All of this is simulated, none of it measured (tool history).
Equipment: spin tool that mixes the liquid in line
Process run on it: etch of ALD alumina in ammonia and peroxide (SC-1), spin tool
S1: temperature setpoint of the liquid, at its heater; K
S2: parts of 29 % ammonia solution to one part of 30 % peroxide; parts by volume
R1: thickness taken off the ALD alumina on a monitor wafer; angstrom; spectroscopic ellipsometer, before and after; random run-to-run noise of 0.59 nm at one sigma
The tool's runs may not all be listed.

run 1 hour=0.0 | S1=329.15 S2=0.4 time_under_the_liquid_(s)=280 | R1=302.53
run 2 hour=1.7 | S1=322.65 S2=0.4 time_under_the_liquid_(s)=280 | R1=214.21
run 3 hour=4.5 | S1=326.65 S2=0.4 time_under_the_liquid_(s)=280 | R1=264.76
run 4 hour=9.1 | S1=329.65 S2=0.4 time_under_the_liquid_(s)=280 | R1=319.56
run 5 hour=13.8 | S1=325.15 S2=0.4 time_under_the_liquid_(s)=280 | R1=252.30
run 6 hour=17.3 | S1=328.65 S2=0.4 time_under_the_liquid_(s)=280 | R1=301.26

Expected results for the next run?
run 7 hour=22.3 | S1=331.15 S2=0.4 time_under_the_liquid_(s)=280 | R1=?

R1: 340.58 angstrom
